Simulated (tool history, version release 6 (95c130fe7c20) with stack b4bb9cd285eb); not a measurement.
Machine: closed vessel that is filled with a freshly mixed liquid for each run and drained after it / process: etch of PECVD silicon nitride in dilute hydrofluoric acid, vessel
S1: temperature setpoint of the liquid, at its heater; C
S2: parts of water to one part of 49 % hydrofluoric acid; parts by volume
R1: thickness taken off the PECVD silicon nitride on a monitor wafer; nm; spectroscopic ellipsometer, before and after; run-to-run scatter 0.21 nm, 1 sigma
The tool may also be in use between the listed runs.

Run 1, hour 0: S1 22 C, S2 215 parts by volume, time in the liquid (s) 805. Result: R1 11.117 nm.
Run 2, hour 9: S1 22 C, S2 215 parts by volume, time in the liquid (s) 805. Result: R1 11.079 nm.
Run 3, hour 15.5: S1 19 C, S2 215 parts by volume, time in the liquid (s) 805. Result: R1 9.0847 nm.
Run 4, hour 24.4: S1 21.5 C, S2 200 parts by volume, time in the liquid (s) 805. Result: R1 11.503 nm.
Run 5, hour 31.4: S1 23.5 C, S2 185 parts by volume, time in the liquid (s) 805. Result: R1 14.214 nm.
Run 6, hour 37.5: S1 23.5 C, S2 245 parts by volume, time in the liquid (s) 805. Result: R1 10.592 nm.

Forecast run 7:
Run 7, hour 45.2: S1 25 C, S2 220 parts by volume, time in the liquid (s) 805. Result: R1 ?.

Run 7 yielded R1 12.924 nm.
